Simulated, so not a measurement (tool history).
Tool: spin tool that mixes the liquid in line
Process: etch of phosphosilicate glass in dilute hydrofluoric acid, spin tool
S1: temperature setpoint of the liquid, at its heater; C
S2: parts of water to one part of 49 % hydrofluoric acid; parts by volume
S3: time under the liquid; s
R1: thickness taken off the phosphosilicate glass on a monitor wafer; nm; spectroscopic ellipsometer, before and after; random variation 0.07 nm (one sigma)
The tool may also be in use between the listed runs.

run  hour    S1   S2  S3      R1
  1     0    22  175  15  10.768
  2   6.2  21.5  180  15  10.247
  3  12.4  21.5  220  15  7.9219
  4  18.2  20.5  220  15  7.6962
  5  23.5    17  220  15  6.7886
  6  31.7    17  160  15    9.83
  7  36.7    17  160  15  9.6241
  8  45.5    17  165  15  9.5337
  9  50.6    17  170  15  9.2489

The next listed run, before its measurement:
 10    58  17  175  15   ?

Run 10 gave R1 8.8385 nm.

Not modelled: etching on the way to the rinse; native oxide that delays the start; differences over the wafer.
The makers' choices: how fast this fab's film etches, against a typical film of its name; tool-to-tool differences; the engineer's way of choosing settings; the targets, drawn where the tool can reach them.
